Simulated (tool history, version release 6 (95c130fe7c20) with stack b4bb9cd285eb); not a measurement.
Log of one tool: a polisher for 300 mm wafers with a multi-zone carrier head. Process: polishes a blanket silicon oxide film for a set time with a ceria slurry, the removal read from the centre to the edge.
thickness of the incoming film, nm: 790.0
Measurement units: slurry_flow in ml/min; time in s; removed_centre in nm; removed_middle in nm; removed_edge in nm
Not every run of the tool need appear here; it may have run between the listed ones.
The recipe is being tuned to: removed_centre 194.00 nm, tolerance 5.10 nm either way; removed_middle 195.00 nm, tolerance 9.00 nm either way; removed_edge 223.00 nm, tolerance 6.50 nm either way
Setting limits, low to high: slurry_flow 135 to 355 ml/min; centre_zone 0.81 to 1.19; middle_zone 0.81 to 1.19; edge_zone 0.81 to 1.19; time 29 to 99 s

run,hour,slurry_flow,centre_zone,middle_zone,edge_zone,time,removed_centre,removed_middle,removed_edge
1,0.0,225,1.00,1.00,1.00,64,275.44,268.21,274.10
2,3.0,215,0.96,0.96,0.98,62,257.88,253.47,261.50
3,9.5,215,0.96,0.90,0.98,62,252.56,234.95,259.36
4,17.3,215,1.01,0.90,0.98,62,266.78,240.64,260.38
5,22.8,215,1.01,0.97,0.98,62,268.18,247.73,263.10
6,30.6,215,0.97,0.97,0.98,62,255.52,250.20,263.05
7,33.7,205,0.94,0.94,0.96,60,239.71,238.26,247.82
8,38.2,165,0.84,0.84,1.03,52,178.93,186.27,223.99
9,41.2,175,0.85,0.85,1.02,52,186.85,186.47,221.43
10,48.0,180,0.85,0.86,1.02,52,185.78,192.92,220.90
11,56.7,185,0.86,0.86,1.02,52,187.92,193.88,219.75

Of the 5 settings listed for the next run, only one would bring every result within its allowed miss of target. Which one?
A,65.4,190,0.81,0.90,1.02,51,?,?,?
B,65.4,265,0.98,0.92,0.97,49,?,?,?
C,65.4,140,0.81,0.84,1.11,56,?,?,?
D,65.4,170,0.90,0.81,1.03,52,?,?,?
E,65.4,250,0.88,0.88,1.03,51,?,?,?

move,removed_centre,removed_middle,removed_edge
A,172.85,194.90,220.19
B,208.20,196.44,211.39
C,183.28,195.99,246.35
D,193.50,180.16,223.99
E,193.27,196.15,225.52
A: misses by more than the last run did
B: moves the result that the last run missed by most past its target, out the other side
C: misses by more than the last run did
D: gets the furthest-off result to its target, but another result is out of tolerance
E: meets every target
Move E is the one to make.

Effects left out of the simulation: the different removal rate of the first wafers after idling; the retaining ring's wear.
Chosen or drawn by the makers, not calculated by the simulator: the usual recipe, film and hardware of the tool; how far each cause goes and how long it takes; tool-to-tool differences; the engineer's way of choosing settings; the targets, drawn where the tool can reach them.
